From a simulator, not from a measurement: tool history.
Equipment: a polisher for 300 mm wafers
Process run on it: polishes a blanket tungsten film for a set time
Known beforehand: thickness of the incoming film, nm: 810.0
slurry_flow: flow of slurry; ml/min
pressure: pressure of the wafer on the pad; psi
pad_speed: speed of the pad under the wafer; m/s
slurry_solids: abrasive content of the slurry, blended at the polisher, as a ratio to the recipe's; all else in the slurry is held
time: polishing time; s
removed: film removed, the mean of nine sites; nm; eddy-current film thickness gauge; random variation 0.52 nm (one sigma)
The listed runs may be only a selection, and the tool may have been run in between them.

| run | hour | slurry_flow | pressure | pad_speed | slurry_solids | time | removed |
|---|---|---|---|---|---|---|---|
| 1 | 0 | 260 | 2.4 | 1.16 | 1 | 17 | 50.985 |
| 2 | 4.7 | 260 | 2.4 | 1.16 | 0.8 | 17 | 48.697 |
| 3 | 11.5 | 260 | 2.4 | 1.16 | 0.7 | 17 | 46.33 |
| 4 | 20.4 | 260 | 2.4 | 1.16 | 0.6 | 17 | 44.434 |
| 5 | 29 | 260 | 1.9 | 1.16 | 0.6 | 17 | 36.854 |
| 6 | 34.4 | 260 | 2.1 | 1.16 | 0.6 | 17 | 40.932 |
| 7 | 40.4 | 260 | 2.3 | 1.16 | 0.6 | 17 | 43.707 |

Run 8 has not been measured yet. What should we expect?
| 8 | 47.5 | 260 | 2.4 | 1.16 | 0.6 | 17 | ? |

removed: 45.642 nm
